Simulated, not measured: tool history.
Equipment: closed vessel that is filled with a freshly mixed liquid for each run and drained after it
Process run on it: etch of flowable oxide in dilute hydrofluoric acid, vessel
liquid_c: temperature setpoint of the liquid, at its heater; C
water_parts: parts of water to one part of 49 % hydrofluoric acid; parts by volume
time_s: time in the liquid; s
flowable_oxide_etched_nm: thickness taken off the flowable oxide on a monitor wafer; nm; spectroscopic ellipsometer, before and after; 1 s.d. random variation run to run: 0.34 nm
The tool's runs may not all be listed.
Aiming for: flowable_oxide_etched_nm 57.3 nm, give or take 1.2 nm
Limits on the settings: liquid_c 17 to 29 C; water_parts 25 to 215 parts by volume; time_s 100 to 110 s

Run 1, day 0: liquid_c 21 C, water_parts 120 parts by volume, time_s 100 s. Result: flowable_oxide_etched_nm 26.66 nm.
Run 2, day 0.362: liquid_c 22.5 C, water_parts 120 parts by volume, time_s 100 s. Result: flowable_oxide_etched_nm 28.146 nm.
Run 3, day 0.475: liquid_c 20 C, water_parts 120 parts by volume, time_s 100 s. Result: flowable_oxide_etched_nm 25.552 nm.
Run 4, day 0.562: liquid_c 22.5 C, water_parts 105 parts by volume, time_s 100 s. Result: flowable_oxide_etched_nm 33.017 nm.
Run 5, day 0.767: liquid_c 20.5 C, water_parts 105 parts by volume, time_s 100 s. Result: flowable_oxide_etched_nm 30.067 nm.
Run 6, day 0.921: liquid_c 20.5 C, water_parts 105 parts by volume, time_s 110 s. Result: flowable_oxide_etched_nm 33.676 nm.
Run 7, day 1.167: liquid_c 23 C, water_parts 100 parts by volume, time_s 110 s. Result: flowable_oxide_etched_nm 38.971 nm.
Run 8, day 1.429: liquid_c 25 C, water_parts 95 parts by volume, time_s 110 s. Result: flowable_oxide_etched_nm 44.6 nm.
Run 9, day 1.538: liquid_c 26 C, water_parts 90 parts by volume, time_s 110 s. Result: flowable_oxide_etched_nm 49.839 nm.
Run 10, day 1.617: liquid_c 27 C, water_parts 90 parts by volume, time_s 110 s. Result: flowable_oxide_etched_nm 51.813 nm.
Run 11, day 1.75: liquid_c 27.5 C, water_parts 90 parts by volume, time_s 110 s. Result: flowable_oxide_etched_nm 52.243 nm.
Run 12, day 1.95: liquid_c 27.5 C, water_parts 90 parts by volume, time_s 110 s. Result: flowable_oxide_etched_nm 52.673 nm.
Run 13, day 2.15: liquid_c 28 C, water_parts 90 parts by volume, time_s 110 s. Result: flowable_oxide_etched_nm 53.793 nm.
Run 14, day 2.208: liquid_c 29 C, water_parts 85 parts by volume, time_s 110 s. Result: flowable_oxide_etched_nm 59.185 nm.

Which one of the following 4 next-run settings gets every result inside its allowed miss? There is exactly one.
Run A, day 2.267: liquid_c 27.5 C, water_parts 80 parts by volume, time_s 105 s. Result: flowable_oxide_etched_nm ?.
Run B, day 2.267: liquid_c 28 C, water_parts 75 parts by volume, time_s 100 s. Result: flowable_oxide_etched_nm ?.
Run C, day 2.267: liquid_c 28 C, water_parts 80 parts by volume, time_s 110 s. Result: flowable_oxide_etched_nm ?.
Run D, day 2.267: liquid_c 29 C, water_parts 90 parts by volume, time_s 110 s. Result: flowable_oxide_etched_nm ?.

move  flowable_oxide_etched_nm
   A                     56.93
   B                    59.384
   C                    60.813
   D                    55.397
A: every result within its allowed miss
B: lands further from the targets than the last run did
C: lands further from the targets than the last run did
D: moves the result that the last run missed by most past its target, out the other side
Go with A: it meets all targets.

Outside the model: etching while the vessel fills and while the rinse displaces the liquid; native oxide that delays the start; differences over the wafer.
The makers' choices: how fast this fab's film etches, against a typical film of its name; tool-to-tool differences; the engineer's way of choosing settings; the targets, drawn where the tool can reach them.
